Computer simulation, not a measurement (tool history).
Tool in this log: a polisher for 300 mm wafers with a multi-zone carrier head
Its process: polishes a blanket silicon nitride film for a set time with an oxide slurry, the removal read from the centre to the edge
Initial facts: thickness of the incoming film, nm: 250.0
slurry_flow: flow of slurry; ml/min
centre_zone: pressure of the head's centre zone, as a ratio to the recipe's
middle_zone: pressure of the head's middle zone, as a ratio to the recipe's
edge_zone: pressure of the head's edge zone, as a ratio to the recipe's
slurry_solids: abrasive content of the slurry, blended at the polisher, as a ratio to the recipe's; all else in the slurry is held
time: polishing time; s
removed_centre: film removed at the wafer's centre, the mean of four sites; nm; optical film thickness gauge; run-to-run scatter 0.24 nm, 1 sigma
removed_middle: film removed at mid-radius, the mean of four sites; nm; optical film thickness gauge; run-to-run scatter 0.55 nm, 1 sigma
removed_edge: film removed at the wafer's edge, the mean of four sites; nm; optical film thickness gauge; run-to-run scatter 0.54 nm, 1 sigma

run 1 day=0.000 | slurry_flow=195 centre_zone=1.00 middle_zone=1.00 edge_zone=1.00 slurry_solids=1.00 time=68 | removed_centre=49.198 removed_middle=48.353 removed_edge=48.156
run 2 day=0.358 | slurry_flow=210 centre_zone=1.00 middle_zone=1.00 edge_zone=1.00 slurry_solids=1.00 time=68 | removed_centre=50.260 removed_middle=50.088 removed_edge=48.234
run 3 day=0.625 | slurry_flow=210 centre_zone=1.00 middle_zone=1.00 edge_zone=0.97 slurry_solids=1.00 time=68 | removed_centre=50.031 removed_middle=49.291 removed_edge=48.276
run 4 day=0.754 | slurry_flow=210 centre_zone=0.91 middle_zone=1.00 edge_zone=0.97 slurry_solids=1.00 time=68 | removed_centre=45.437 removed_middle=49.678 removed_edge=49.478
run 5 day=0.900 | slurry_flow=205 centre_zone=0.90 middle_zone=1.03 edge_zone=0.94 slurry_solids=0.85 time=68 | removed_centre=41.323 removed_middle=46.688 removed_edge=41.332
run 6 day=0.954 | slurry_flow=185 centre_zone=0.87 middle_zone=1.03 edge_zone=0.93 slurry_solids=0.85 time=68 | removed_centre=38.903 removed_middle=44.816 removed_edge=42.247

What does the tool deliver on the next run?
run 7 day=1.250 | slurry_flow=170 centre_zone=0.86 middle_zone=1.05 edge_zone=0.91 slurry_solids=0.85 time=68 | removed_centre=? removed_middle=? removed_edge=?

{"run 7": {"removed_centre": 37.909, "removed_middle": 45.455, "removed_edge": 41.963}}
